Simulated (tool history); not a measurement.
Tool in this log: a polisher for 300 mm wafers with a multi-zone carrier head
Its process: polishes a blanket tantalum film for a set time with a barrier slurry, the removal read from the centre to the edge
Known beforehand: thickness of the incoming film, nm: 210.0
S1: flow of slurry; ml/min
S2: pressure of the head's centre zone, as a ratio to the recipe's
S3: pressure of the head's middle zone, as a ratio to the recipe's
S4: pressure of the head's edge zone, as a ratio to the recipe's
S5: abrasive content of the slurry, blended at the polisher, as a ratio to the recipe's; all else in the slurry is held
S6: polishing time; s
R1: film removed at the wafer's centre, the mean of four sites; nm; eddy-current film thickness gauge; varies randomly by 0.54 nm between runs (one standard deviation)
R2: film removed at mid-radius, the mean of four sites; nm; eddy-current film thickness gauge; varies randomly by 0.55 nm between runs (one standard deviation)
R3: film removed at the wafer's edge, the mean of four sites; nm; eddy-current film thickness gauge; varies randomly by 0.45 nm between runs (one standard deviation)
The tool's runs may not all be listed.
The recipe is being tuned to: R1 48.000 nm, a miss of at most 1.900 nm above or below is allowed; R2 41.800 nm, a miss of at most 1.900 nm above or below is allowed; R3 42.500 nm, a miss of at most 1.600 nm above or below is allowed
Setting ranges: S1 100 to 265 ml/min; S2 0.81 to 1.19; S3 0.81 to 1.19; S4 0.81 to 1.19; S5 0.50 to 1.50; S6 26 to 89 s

run,hour,S1,S2,S3,S4,S5,S6,R1,R2,R3
1,0.0,170,1.00,1.00,1.00,1.00,57,56.237,54.053,53.844
2,3.3,170,1.00,1.00,1.05,1.00,57,55.542,53.548,54.646
3,11.4,165,1.01,0.99,1.02,0.90,56,54.094,50.899,52.349
4,15.5,165,1.01,0.99,1.02,0.90,50,47.194,45.795,45.808
5,19.8,165,1.01,0.91,1.02,0.90,50,47.742,42.808,47.302
6,25.1,165,1.02,0.92,1.00,0.85,50,48.413,41.621,45.651
7,30.5,165,1.02,0.93,0.99,0.85,50,46.828,44.254,45.735
8,37.7,165,1.05,0.92,0.99,0.80,50,48.612,41.956,45.933

Pick the move, out of 4, that brings all results within their allowed miss; only one does.
A,44.9,155,0.99,0.92,1.02,0.55,58,?,?,?
B,44.9,140,1.01,0.88,1.00,0.80,53,?,?,?
C,44.9,160,1.11,0.96,1.02,0.85,47,?,?,?
D,44.9,145,1.05,0.87,1.04,0.75,54,?,?,?

move,R1,R2,R3
A,48.790,45.986,48.966
B,47.462,42.612,46.741
C,48.374,41.824,43.120
D,50.144,42.890,48.171
A: the biggest miss grows against the last run
B: the biggest miss grows against the last run
C: every result lands within tolerance
D: the biggest miss grows against the last run
Move C is the one to make.

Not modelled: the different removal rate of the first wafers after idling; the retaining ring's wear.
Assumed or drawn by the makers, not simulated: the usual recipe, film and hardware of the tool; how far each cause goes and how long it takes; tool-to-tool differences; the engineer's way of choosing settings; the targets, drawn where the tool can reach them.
